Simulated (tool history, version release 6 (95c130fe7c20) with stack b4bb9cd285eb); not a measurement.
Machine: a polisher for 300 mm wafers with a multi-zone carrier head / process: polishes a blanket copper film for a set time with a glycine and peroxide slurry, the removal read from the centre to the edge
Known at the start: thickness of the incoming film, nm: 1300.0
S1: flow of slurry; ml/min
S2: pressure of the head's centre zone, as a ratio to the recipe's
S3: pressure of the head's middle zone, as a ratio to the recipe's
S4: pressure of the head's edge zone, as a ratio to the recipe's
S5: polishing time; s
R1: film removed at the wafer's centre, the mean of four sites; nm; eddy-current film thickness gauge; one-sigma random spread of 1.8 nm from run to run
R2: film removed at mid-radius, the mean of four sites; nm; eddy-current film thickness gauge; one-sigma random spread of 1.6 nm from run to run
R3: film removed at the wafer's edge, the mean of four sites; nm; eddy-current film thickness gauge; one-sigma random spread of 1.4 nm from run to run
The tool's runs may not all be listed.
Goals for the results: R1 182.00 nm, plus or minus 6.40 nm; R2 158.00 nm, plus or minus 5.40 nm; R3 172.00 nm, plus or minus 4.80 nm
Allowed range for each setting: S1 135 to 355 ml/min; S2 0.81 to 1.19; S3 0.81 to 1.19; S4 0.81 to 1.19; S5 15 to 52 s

run,day,S1,S2,S3,S4,S5,R1,R2,R3
1,0.000,225,1.00,1.00,1.00,33,119.59,116.74,123.96
2,0.304,225,1.00,1.00,0.97,33,121.23,119.98,122.10
3,0.521,225,1.00,1.00,0.97,41,149.53,147.69,149.61
4,0.571,230,1.01,1.00,0.98,41,152.34,148.20,152.95
5,0.667,230,1.01,1.00,0.98,35,130.22,125.23,129.96
6,0.954,230,0.93,1.00,0.98,35,119.70,128.89,128.52
7,0.988,240,0.96,1.01,1.00,36,126.70,131.34,135.13
8,1.312,245,0.98,1.02,1.01,37,132.59,136.65,139.61
9,1.438,250,1.00,1.03,1.02,38,138.55,142.30,146.13
10,1.546,255,1.02,1.03,1.03,38,139.37,140.45,147.16
11,1.796,260,1.04,1.03,1.03,39,150.82,145.47,148.33
12,1.917,265,1.05,1.03,1.04,39,151.04,143.83,150.34
# day 2.138: edge zone pressure recalibrated
13,2.138,270,1.06,1.04,1.05,39,153.03,143.56,144.50

Consider the 5 candidate settings below. Which is the only one whose results all fall within their allowed miss of target?
A,2.358,300,1.09,1.09,1.00,42,?,?,?
B,2.358,285,1.19,0.87,1.05,44,?,?,?
C,2.358,195,1.13,1.00,1.19,45,?,?,?
D,2.358,220,1.07,0.91,1.15,40,?,?,?
E,2.358,270,1.16,0.94,1.10,42,?,?,?

move,R1,R2,R3
A,172.17,164.65,152.91
B,195.73,145.82,163.73
C,181.51,157.98,172.35
D,155.15,133.22,152.38
E,181.11,146.26,159.08
A: an improvement on the last run, though not all results are within tolerance
B: an improvement on the last run, though not all results are within tolerance
C: each result inside its tolerance
D: an improvement on the last run, though not all results are within tolerance
E: an improvement on the last run, though not all results are within tolerance
C is the move that brings every result within its allowed miss.
